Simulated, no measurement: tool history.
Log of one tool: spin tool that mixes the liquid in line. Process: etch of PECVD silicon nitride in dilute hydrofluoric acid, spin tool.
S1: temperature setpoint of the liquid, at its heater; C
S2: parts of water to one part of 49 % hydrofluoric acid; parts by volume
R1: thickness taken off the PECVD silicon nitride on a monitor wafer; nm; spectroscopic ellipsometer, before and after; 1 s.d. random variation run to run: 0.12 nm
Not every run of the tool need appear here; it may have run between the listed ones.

Run 1, day 0.000: S1 21.0 C, S2 185 parts by volume, time under the liquid (s) 285. Result: R1 1.9087 nm.
Run 2, day 0.250: S1 17.5 C, S2 185 parts by volume, time under the liquid (s) 285. Result: R1 1.5588 nm.
Run 3, day 0.354: S1 18.5 C, S2 175 parts by volume, time under the liquid (s) 285. Result: R1 1.7654 nm.
Run 4, day 0.679: S1 18.5 C, S2 230 parts by volume, time under the liquid (s) 285. Result: R1 1.3406 nm.
Run 5, day 0.771: S1 19.0 C, S2 215 parts by volume, time under the liquid (s) 285. Result: R1 1.5065 nm.
Run 6, day 1.100: S1 19.5 C, S2 200 parts by volume, time under the liquid (s) 285. Result: R1 1.5959 nm.
Run 7, day 1.333: S1 20.0 C, S2 185 parts by volume, time under the liquid (s) 285. Result: R1 1.8219 nm.

Run 8, settings as shown, results not yet in. Your forecast:
Run 8, day 1.588: S1 20.5 C, S2 175 parts by volume, time under the liquid (s) 285. Result: R1 ?.

{"run 8": {"R1": 1.9329}}
